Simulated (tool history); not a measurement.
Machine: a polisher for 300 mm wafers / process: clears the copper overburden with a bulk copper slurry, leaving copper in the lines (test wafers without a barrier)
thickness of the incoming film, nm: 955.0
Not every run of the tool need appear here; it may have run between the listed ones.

run	hour	flow of slurry (ml/min)	pressure of the wafer on the pad (kPa)	speed of the pad under the wafer (cm/s)	abrasive content of the slurry	overpolish time after the end point (s)	time until the end point was called (s)	dishing of a wide line in a test structure (nm)
1	0	285	18.6	98	1	27	127.69	97.688
2	6.2	285	17.9	98	1	29	131.07	100.02
3	12.8	235	17.9	98	1	29	130.41	100.69
4	21	235	17.2	98	1	30	135.92	100.35
5	27.8	235	16.5	98	1	31	137.8	99.954
6	35.2	235	16.5	98	1	39	142.04	109.8
7	40.8	235	15.9	98	1	39	145.76	108.46
8	45.1	235	15.2	98	1	39	147.99	106.67
9	47.2	235	14.5	98	1	39	154.88	103.95
10	48.3	235	13.8	98	1	39	164.48	99.292

Estimate the outcome of run 11 from the log above:
11	53	235	13.8	98	1	39	?	?

time until the end point was called (s): 161.22
dishing of a wide line in a test structure (nm): 101.35

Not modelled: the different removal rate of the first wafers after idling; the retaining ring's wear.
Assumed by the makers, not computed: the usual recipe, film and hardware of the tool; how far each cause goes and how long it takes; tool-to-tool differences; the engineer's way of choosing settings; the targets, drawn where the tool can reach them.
